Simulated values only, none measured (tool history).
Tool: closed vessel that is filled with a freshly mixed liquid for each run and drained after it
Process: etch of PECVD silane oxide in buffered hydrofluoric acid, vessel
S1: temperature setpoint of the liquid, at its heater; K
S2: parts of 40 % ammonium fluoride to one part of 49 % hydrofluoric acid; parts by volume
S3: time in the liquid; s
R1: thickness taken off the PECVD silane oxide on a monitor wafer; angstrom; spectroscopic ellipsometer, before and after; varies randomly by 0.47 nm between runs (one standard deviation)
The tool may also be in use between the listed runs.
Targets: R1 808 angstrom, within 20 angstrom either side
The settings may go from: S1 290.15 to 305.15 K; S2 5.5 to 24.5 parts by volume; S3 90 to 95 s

run 1 hour=0 | S1=297.15 S2=15 S3=90 | R1=1183.1
run 2 hour=4.7 | S1=297.15 S2=12.5 S3=90 | R1=1431.4
run 3 hour=9.5 | S1=297.15 S2=12.5 S3=90 | R1=1435.7
run 4 hour=17.4 | S1=297.15 S2=9.5 S3=90 | R1=1795.2
run 5 hour=23.8 | S1=295.15 S2=11 S3=90 | R1=1440.8
run 6 hour=29.1 | S1=293.65 S2=12.5 S3=90 | R1=1171.2
run 7 hour=37.9 | S1=292.65 S2=13 S3=90 | R1=1064.7
run 8 hour=44.8 | S1=292.15 S2=13.5 S3=90 | R1=1003.8
run 9 hour=46.5 | S1=291.65 S2=14 S3=90 | R1=933.69
run 10 hour=47.2 | S1=291.15 S2=14 S3=90 | R1=913.05
run 11 hour=50 | S1=290.65 S2=14.5 S3=90 | R1=852.87
run 12 hour=50.9 | S1=290.15 S2=14.5 S3=90 | R1=832.63

Pick the move, out of 4, that brings all results within their allowed miss; only one does.
run A hour=51.8 | S1=290.65 S2=14.5 S3=90 | R1=?
run B hour=51.8 | S1=290.65 S2=15.5 S3=90 | R1=?
run C hour=51.8 | S1=290.65 S2=15.5 S3=95 | R1=?
run D hour=51.8 | S1=290.15 S2=13.5 S3=90 | R1=?

move=A R1=862.6
move=B R1=807.93
move=C R1=852.81
move=D R1=899.22
A: its largest miss is bigger than the last run's
B: meets every target
C: its largest miss is bigger than the last run's
D: its largest miss is bigger than the last run's
Move B is the one to make.
